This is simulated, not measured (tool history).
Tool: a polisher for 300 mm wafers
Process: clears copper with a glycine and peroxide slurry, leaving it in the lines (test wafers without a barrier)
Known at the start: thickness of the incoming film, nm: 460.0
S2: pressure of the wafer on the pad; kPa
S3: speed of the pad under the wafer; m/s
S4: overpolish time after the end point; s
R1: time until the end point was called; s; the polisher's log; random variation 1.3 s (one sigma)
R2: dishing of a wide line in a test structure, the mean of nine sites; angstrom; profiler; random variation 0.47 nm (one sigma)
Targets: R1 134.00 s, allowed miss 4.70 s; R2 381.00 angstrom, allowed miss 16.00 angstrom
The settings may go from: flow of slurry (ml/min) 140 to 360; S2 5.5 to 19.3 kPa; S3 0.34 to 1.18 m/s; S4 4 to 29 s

Run 1, day 0.000: flow of slurry (ml/min) 230, S2 12.4 kPa, S3 0.76 m/s, S4 15 s. Result: R1 145.11 s, R2 302.37 angstrom.
Run 2, day 0.304: flow of slurry (ml/min) 230, S2 12.4 kPa, S3 0.76 m/s, S4 12 s. Result: R1 142.58 s, R2 242.57 angstrom.
Run 3, day 0.421: flow of slurry (ml/min) 230, S2 12.4 kPa, S3 0.76 m/s, S4 6 s. Result: R1 142.94 s, R2 131.51 angstrom.
Run 4, day 0.612: flow of slurry (ml/min) 225, S2 12.4 kPa, S3 0.76 m/s, S4 8 s. Result: R1 143.12 s, R2 168.79 angstrom.
Run 5, day 0.658: flow of slurry (ml/min) 225, S2 12.4 kPa, S3 0.58 m/s, S4 8 s. Result: R1 161.08 s, R2 145.53 angstrom.
Run 6, day 0.988: flow of slurry (ml/min) 225, S2 12.4 kPa, S3 0.60 m/s, S4 10 s. Result: R1 156.04 s, R2 185.89 angstrom.
Run 7, day 1.038: flow of slurry (ml/min) 225, S2 13.1 kPa, S3 0.58 m/s, S4 11 s. Result: R1 153.83 s, R2 205.70 angstrom.
Run 8, day 1.350: flow of slurry (ml/min) 225, S2 13.8 kPa, S3 0.56 m/s, S4 12 s. Result: R1 154.44 s, R2 228.37 angstrom.

4 next moves are on the table. One of them brings every result within its allowed miss. Which?
Run A, day 1.662: flow of slurry (ml/min) 325, S2 12.4 kPa, S3 0.92 m/s, S4 11 s. Result: R1 ?, R2 ?.
Run B, day 1.662: flow of slurry (ml/min) 225, S2 14.5 kPa, S3 0.72 m/s, S4 18 s. Result: R1 ?, R2 ?.
Run C, day 1.662: flow of slurry (ml/min) 230, S2 15.2 kPa, S3 0.64 m/s, S4 8 s. Result: R1 ?, R2 ?.
Run D, day 1.662: flow of slurry (ml/min) 220, S2 14.5 kPa, S3 0.38 m/s, S4 16 s. Result: R1 ?, R2 ?.

move      R1      R2
   A  125.33  253.60
   B  132.17  376.17
   C  135.49  177.43
   D  173.71  269.20
A: nearer than the last run, and not there yet
B: meets every target
C: further off than the last run
D: nearer than the last run, and not there yet
Move B is the one to make.
